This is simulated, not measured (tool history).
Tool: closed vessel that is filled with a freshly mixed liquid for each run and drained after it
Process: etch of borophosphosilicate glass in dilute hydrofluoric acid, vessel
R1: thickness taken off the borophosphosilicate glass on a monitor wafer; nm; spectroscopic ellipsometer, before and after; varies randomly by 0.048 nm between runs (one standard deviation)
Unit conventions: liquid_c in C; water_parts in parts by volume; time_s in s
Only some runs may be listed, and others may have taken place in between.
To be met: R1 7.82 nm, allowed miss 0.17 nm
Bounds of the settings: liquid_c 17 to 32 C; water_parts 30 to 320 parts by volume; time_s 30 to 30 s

run 1 hour=0 | liquid_c=24 water_parts=175 time_s=30 | R1=6.2929
run 2 hour=6.4 | liquid_c=24 water_parts=225 time_s=30 | R1=4.6574
run 3 hour=13.8 | liquid_c=21 water_parts=225 time_s=30 | R1=4.1134
run 4 hour=18.9 | liquid_c=21 water_parts=170 time_s=30 | R1=5.8407
run 5 hour=25.9 | liquid_c=23 water_parts=170 time_s=30 | R1=6.2192
run 6 hour=33.3 | liquid_c=23 water_parts=205 time_s=30 | R1=4.9934
run 7 hour=37.1 | liquid_c=27 water_parts=180 time_s=30 | R1=6.7837
run 8 hour=40.8 | liquid_c=28 water_parts=180 time_s=30 | R1=7.04

Pick the move, out of 5, that brings all results within their allowed miss; only one does.
run A hour=44.5 | liquid_c=32 water_parts=175 time_s=30 | R1=?
run B hour=44.5 | liquid_c=30.5 water_parts=210 time_s=30 | R1=?
run C hour=44.5 | liquid_c=27 water_parts=170 time_s=30 | R1=?
run D hour=44.5 | liquid_c=24 water_parts=145 time_s=30 | R1=?
run E hour=44.5 | liquid_c=28.5 water_parts=200 time_s=30 | R1=?

move=A R1=8.4157
move=B R1=6.3713
move=C R1=7.3
move=D R1=7.8766
move=E R1=6.318
A: carries the result that was furthest off beyond its target, to the other side
B: misses by more than the last run did
C: an improvement on the last run, though not all results are within tolerance
D: in spec on every target
E: misses by more than the last run did
The right move is D.
